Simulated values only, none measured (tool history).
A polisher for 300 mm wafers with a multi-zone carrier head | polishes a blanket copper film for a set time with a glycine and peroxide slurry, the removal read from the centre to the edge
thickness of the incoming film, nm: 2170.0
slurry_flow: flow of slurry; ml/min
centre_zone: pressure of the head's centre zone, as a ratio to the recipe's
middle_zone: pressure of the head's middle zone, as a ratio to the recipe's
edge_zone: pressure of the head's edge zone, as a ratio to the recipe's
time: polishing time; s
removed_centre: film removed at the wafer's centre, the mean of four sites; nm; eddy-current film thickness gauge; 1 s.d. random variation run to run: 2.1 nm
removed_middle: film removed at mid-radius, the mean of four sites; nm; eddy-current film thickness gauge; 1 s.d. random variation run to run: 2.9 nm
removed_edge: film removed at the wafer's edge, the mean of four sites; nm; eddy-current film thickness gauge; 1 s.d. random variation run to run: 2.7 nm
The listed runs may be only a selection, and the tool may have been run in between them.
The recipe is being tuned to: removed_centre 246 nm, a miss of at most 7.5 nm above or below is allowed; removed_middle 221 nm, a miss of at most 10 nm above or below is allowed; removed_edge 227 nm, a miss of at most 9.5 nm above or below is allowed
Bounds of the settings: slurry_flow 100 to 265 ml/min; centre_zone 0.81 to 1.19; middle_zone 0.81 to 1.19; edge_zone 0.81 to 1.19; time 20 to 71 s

run,day,slurry_flow,centre_zone,middle_zone,edge_zone,time,removed_centre,removed_middle,removed_edge
1,0,170,1,1,1,45,201.93,194.33,199.33
2,0.321,170,1,1.05,1,45,200.02,202.71,196.12
3,0.646,215,1,1.05,1,45,207.13,210.54,200.35
4,0.717,215,1.03,1.04,1.03,46,220.54,216.3,207.89
5,0.871,215,1.03,1.13,1.03,46,221.08,230.09,208.35
6,1.188,215,1.03,1.13,1.03,35,168.38,177.57,158.25
7,1.283,210,1.05,1.1,1.06,39,187.66,191.41,181.69
8,1.571,215,1.09,1.1,1.08,40,198.13,197.58,182.35

Exercise: of the 5 proposed moves below, exactly one satisfies all targets within the stated allowed misses. Which move is it?
A,1.858,200,1.07,0.82,1.18,51,?,?,?
B,1.858,175,0.95,0.95,1.19,50,?,?,?
C,1.858,220,1.14,1.05,1.18,47,?,?,?
D,1.858,170,1.18,0.89,1.06,51,?,?,?
E,1.858,230,1.04,0.84,1.19,51,?,?,?

move,removed_centre,removed_middle,removed_edge
A,247.34,188.68,248.72
B,212.23,204.47,240.54
C,245.89,216.59,230.87
D,262.78,196.31,231
E,246.35,196.3,253.43
A: brings the result that was furthest off to its target, and leaves another outside
B: gains on the last run, yet a result remains outside its allowed miss
C: each result inside its tolerance
D: moves the result that the last run missed by most past its target, out the other side
E: brings the result that was furthest off to its target, and leaves another outside
Answer: C

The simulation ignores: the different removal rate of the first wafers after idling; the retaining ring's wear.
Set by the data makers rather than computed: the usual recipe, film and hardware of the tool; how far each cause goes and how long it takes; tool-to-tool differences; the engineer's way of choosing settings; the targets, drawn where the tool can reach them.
